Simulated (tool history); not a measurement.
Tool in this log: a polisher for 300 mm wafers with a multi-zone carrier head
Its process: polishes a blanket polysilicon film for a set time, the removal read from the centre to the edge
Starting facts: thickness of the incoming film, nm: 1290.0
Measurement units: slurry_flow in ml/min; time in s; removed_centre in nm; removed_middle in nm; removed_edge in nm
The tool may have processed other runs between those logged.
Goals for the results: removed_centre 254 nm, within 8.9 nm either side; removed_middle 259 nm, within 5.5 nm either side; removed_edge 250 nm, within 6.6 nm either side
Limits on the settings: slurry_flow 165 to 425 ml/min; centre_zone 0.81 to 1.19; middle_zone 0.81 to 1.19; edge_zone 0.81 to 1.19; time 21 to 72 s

run	hour	slurry_flow	centre_zone	middle_zone	edge_zone	time	removed_centre	removed_middle	removed_edge
1	0	275	1	1	1	46	179.6	177.97	176.92
2	5.6	275	1	0.93	1	46	179.18	168.34	179.82
3	10.1	275	1	0.87	1	46	176.59	161.23	178.13
4	16.1	305	1	0.87	1	46	179.87	159.27	180.98
5	24	330	1	0.87	1	46	180.64	161.41	180.23
6	30	330	1.01	0.91	1.02	48	187.86	175.58	191.91
7	38.3	330	1.03	0.94	1.04	49	199.16	183.02	194.91
8	43.1	330	1.03	0.96	1.06	51	206.3	194.6	205.87
9	49	360	1.13	1.06	1.16	58	264.73	245.05	245.7
10	56.5	365	1.12	1.07	1.16	58	254.44	245.72	245.98
11	65	365	1.12	1.08	1.16	58	257.54	246.63	248.33

4 next moves are on the table. One of them brings every result within its allowed miss. Which?
A	73.5	380	1.03	1.05	1.04	62	?	?	?
B	73.5	355	0.98	1.14	1.16	61	?	?	?
C	73.5	345	1.1	0.99	1.19	62	?	?	?
D	73.5	330	1.05	1.02	1.08	61	?	?	?

move	removed_centre	removed_middle	removed_edge
A	252.38	257.45	252.47
B	234.85	270.26	261.05
C	267.13	242.8	268.91
D	249.72	244.1	250.84
A: in spec on every target
B: carries the result that was furthest off beyond its target, to the other side
C: lands further from the targets than the last run did
D: lands further from the targets than the last run did
A meets every target.

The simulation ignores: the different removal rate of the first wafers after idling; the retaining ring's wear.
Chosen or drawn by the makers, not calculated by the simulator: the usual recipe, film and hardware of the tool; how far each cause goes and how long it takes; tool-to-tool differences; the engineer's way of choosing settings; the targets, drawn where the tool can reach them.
